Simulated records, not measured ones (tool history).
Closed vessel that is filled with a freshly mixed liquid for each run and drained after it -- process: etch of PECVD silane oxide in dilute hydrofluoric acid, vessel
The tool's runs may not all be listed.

| run | day | temperature setpoint of the liquid (K) | parts of water to one part of 49 % hydrofluoric acid (parts by volume) | time in the liquid (s) | thickness taken off the PECVD silane oxide on a monitor wafer (nm) |
|---|---|---|---|---|---|
| 1 | 0.000 | 295.15 | 195 | 50 | 4.2533 |
| 2 | 0.254 | 295.15 | 240 | 50 | 3.2883 |
| 3 | 0.500 | 296.15 | 235 | 50 | 3.5402 |
| 4 | 0.675 | 297.65 | 235 | 50 | 3.7052 |
| 5 | 1.050 | 294.65 | 235 | 50 | 3.3416 |
| 6 | 1.262 | 295.65 | 230 | 50 | 3.5632 |
| 7 | 1.412 | 296.65 | 230 | 50 | 3.6638 |

Forecast run 8:
| 8 | 1.642 | 297.15 | 230 | 50 | ? |

thickness taken off the PECVD silane oxide on a monitor wafer (nm): 3.7302
